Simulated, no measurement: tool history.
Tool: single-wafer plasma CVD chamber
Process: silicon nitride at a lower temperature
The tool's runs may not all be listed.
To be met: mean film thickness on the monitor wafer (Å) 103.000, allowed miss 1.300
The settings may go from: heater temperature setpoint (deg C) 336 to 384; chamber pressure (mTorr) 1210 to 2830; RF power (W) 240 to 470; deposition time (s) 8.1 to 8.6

run,hour,heater temperature setpoint (deg C),chamber pressure (mTorr),RF power (W),deposition time (s),mean film thickness on the monitor wafer (Å)
1,0.0,360,2020,355,8.6,133.470
2,7.9,360,2020,355,8.6,132.560
3,12.8,360,2020,355,8.1,125.200
4,17.9,360,1870,345,8.1,120.720
5,19.9,360,1740,340,8.1,116.410
6,21.0,360,1640,335,8.1,113.800
7,29.6,360,1560,330,8.1,110.700
8,35.4,360,1490,330,8.1,109.320
9,41.5,360,1440,330,8.1,107.960
10,47.2,360,1390,330,8.1,107.650
11,54.7,360,1210,315,8.1,99.081
12,56.4,360,1250,315,8.1,99.768
13,61.8,360,1280,315,8.1,101.000

Which of these 4 next moves meets every target?
A,67.2,363,1450,300,8.1,?
B,67.2,358,1220,325,8.4,?
C,67.2,358,1240,310,8.4,?
D,67.2,353,1210,295,8.4,?

move,mean film thickness on the monitor wafer (Å)
A,100.520
B,105.520
C,102.300
D,97.912
A: further off than the last run
B: takes the result that was furthest off past its target
C: meets every target
D: further off than the last run
Answer: C

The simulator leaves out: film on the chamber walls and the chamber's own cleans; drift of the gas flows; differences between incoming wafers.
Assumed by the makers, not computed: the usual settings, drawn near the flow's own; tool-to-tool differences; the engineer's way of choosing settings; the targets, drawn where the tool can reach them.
